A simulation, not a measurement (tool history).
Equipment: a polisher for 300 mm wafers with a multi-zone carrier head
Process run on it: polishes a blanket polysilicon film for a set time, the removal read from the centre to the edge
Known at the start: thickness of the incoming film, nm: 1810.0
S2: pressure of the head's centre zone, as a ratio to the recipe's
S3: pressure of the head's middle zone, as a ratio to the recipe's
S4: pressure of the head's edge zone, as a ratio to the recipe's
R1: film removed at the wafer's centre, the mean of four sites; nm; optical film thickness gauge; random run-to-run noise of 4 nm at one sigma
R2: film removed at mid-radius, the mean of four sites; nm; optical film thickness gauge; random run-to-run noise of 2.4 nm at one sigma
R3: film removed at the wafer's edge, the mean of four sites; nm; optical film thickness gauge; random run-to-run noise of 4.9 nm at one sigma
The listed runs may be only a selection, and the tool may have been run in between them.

{"run": 1, "day": 0.0, "flow of slurry (ml/min)": 210, "S2": 1.0, "S3": 1.0, "S4": 1.0, "polishing time (s)": 66, "R1": 278.87, "R2": 295.44, "R3": 289.65}
{"run": 2, "day": 0.242, "flow of slurry (ml/min)": 245, "S2": 1.0, "S3": 1.0, "S4": 1.0, "polishing time (s)": 66, "R1": 284.48, "R2": 302.69, "R3": 283.69}
{"run": 3, "day": 0.525, "flow of slurry (ml/min)": 220, "S2": 1.03, "S3": 1.01, "S4": 1.03, "polishing time (s)": 70, "R1": 301.97, "R2": 317.31, "R3": 308.21}
{"run": 4, "day": 0.717, "flow of slurry (ml/min)": 220, "S2": 0.96, "S3": 1.01, "S4": 1.03, "polishing time (s)": 70, "R1": 284.8, "R2": 317.44, "R3": 306.64}
{"run": 5, "day": 1.075, "flow of slurry (ml/min)": 220, "S2": 0.96, "S3": 1.05, "S4": 1.03, "polishing time (s)": 70, "R1": 281.42, "R2": 328.3, "R3": 303.23}
{"day": 1.388, "done": "centre zone pressure recalibrated"}
{"run": 6, "day": 1.388, "flow of slurry (ml/min)": 210, "S2": 1.0, "S3": 1.04, "S4": 1.05, "polishing time (s)": 74, "R1": 329.07, "R2": 339.38, "R3": 326.31}
{"run": 7, "day": 1.529, "flow of slurry (ml/min)": 195, "S2": 0.99, "S3": 1.03, "S4": 1.07, "polishing time (s)": 77, "R1": 329.88, "R2": 349.37, "R3": 337.83}

Forecast run 8:
{"run": 8, "day": 1.8, "flow of slurry (ml/min)": 185, "S2": 0.99, "S3": 1.01, "S4": 1.09, "polishing time (s)": 80, "R1": "?", "R2": "?", "R3": "?"}

Run 8 came out at R1 338.24 nm, R2 355.06 nm, R3 359.51 nm.
